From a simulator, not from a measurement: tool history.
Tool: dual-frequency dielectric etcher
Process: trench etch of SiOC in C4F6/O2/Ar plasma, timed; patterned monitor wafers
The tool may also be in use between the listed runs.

| run | hour | source power (W) | bias power (W) | etch time (s) | mean etch depth across the wafer (angstrom) |
|---|---|---|---|---|---|
| 1 | 0.0 | 290 | 153 | 20.5 | 353.01 |
| 2 | 2.6 | 290 | 153 | 21.5 | 371.17 |
| 3 | 4.7 | 250 | 153 | 21.5 | 343.64 |
| 4 | 10.8 | 250 | 126 | 21.5 | 326.03 |
| 5 | 11.6 | 240 | 126 | 21.5 | 318.71 |
| 6 | 16.4 | 240 | 151 | 21.5 | 337.82 |

What does the tool deliver on the next run?
| 7 | 22.9 | 180 | 146 | 21.5 | ? |

{"run 7": {"mean etch depth across the wafer (angstrom)": 285.49}}
